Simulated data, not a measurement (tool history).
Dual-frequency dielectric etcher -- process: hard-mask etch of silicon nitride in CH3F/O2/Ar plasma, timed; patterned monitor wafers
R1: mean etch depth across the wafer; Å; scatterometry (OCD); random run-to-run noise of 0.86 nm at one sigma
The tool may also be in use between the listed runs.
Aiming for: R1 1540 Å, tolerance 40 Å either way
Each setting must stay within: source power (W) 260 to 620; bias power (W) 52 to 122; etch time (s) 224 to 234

{"run": 1, "hour": 0.0, "source power (W)": 440, "bias power (W)": 87, "etch time (s)": 224, "R1": 1730.3}
{"run": 2, "hour": 6.2, "source power (W)": 420, "bias power (W)": 86, "etch time (s)": 224, "R1": 1701.2}
{"run": 3, "hour": 13.5, "source power (W)": 410, "bias power (W)": 85, "etch time (s)": 224, "R1": 1666.8}
{"run": 4, "hour": 17.8, "source power (W)": 440, "bias power (W)": 85, "etch time (s)": 224, "R1": 1732.4}
{"run": 5, "hour": 21.5, "source power (W)": 440, "bias power (W)": 85, "etch time (s)": 224, "R1": 1739.1}
{"run": 6, "hour": 30.2, "source power (W)": 400, "bias power (W)": 85, "etch time (s)": 224, "R1": 1661.5}
{"run": 7, "hour": 38.1, "source power (W)": 390, "bias power (W)": 84, "etch time (s)": 224, "R1": 1622.9}
{"run": 8, "hour": 43.6, "source power (W)": 380, "bias power (W)": 84, "etch time (s)": 224, "R1": 1600.4}

4 candidate next runs follow, results not yet known. Just one meets every target within its allowed miss. Identify it.
{"run": "A", "hour": 49.1, "source power (W)": 360, "bias power (W)": 72, "etch time (s)": 224, "R1": "?"}
{"run": "B", "hour": 49.1, "source power (W)": 340, "bias power (W)": 71, "etch time (s)": 231.5, "R1": "?"}
{"run": "C", "hour": 49.1, "source power (W)": 350, "bias power (W)": 75, "etch time (s)": 232, "R1": "?"}
{"run": "D", "hour": 49.1, "source power (W)": 400, "bias power (W)": 77, "etch time (s)": 229, "R1": "?"}

move=A R1=1477.7
move=B R1=1478.5
move=C R1=1535.4
move=D R1=1628.7
A: moves the result that the last run missed by most past its target, out the other side
B: moves the result that the last run missed by most past its target, out the other side
C: meets every target
D: its largest miss is bigger than the last run's
Go with C: it meets all targets.

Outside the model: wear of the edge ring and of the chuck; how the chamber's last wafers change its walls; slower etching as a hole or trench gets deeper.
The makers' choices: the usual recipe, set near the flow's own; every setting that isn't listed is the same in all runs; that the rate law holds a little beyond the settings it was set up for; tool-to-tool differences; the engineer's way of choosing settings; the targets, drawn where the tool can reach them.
